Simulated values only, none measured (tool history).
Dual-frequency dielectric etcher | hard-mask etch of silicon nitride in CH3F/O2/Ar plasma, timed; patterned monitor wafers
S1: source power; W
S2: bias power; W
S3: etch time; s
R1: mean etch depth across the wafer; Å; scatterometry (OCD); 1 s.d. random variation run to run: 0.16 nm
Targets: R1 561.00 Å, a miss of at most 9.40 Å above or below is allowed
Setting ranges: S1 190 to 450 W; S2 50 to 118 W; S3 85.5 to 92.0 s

Run 1, hour 0.0: S1 320 W, S2 84 W, S3 92.0 s. Result: R1 622.17 Å.
Run 2, hour 3.0: S1 300 W, S2 83 W, S3 92.0 s. Result: R1 609.88 Å.
Run 3, hour 5.7: S1 280 W, S2 82 W, S3 92.0 s. Result: R1 588.86 Å.
Run 4, hour 12.7: S1 280 W, S2 91 W, S3 92.0 s. Result: R1 620.49 Å.
Run 5, hour 19.5: S1 280 W, S2 98 W, S3 92.0 s. Result: R1 638.40 Å.
Run 6, hour 20.8: S1 260 W, S2 96 W, S3 92.0 s. Result: R1 618.36 Å.
Run 7, hour 29.8: S1 240 W, S2 95 W, S3 92.0 s. Result: R1 600.26 Å.
Run 8, hour 36.3: S1 230 W, S2 94 W, S3 92.0 s. Result: R1 588.89 Å.
Run 9, hour 45.0: S1 220 W, S2 94 W, S3 92.0 s. Result: R1 584.00 Å.
Run 10, hour 52.1: S1 210 W, S2 94 W, S3 92.0 s. Result: R1 575.34 Å.

Next run, 5 choices. One meets every target within its allowed miss, the rest don't. Which?
Run A, hour 59.2: S1 250 W, S2 76 W, S3 90.0 s. Result: R1 ?.
Run B, hour 59.2: S1 260 W, S2 84 W, S3 88.5 s. Result: R1 ?.
Run C, hour 59.2: S1 200 W, S2 101 W, S3 92.0 s. Result: R1 ?.
Run D, hour 59.2: S1 220 W, S2 94 W, S3 92.0 s. Result: R1 ?.
Run E, hour 59.2: S1 230 W, S2 92 W, S3 92.0 s. Result: R1 ?.

move      R1
   A  538.68
   B  560.96
   C  584.51
   D  582.33
   E  584.62
A: moves the result that the last run missed by most past its target, out the other side
B: all results in spec
C: misses by more than the last run did
D: misses by more than the last run did
E: misses by more than the last run did
The right move is B.
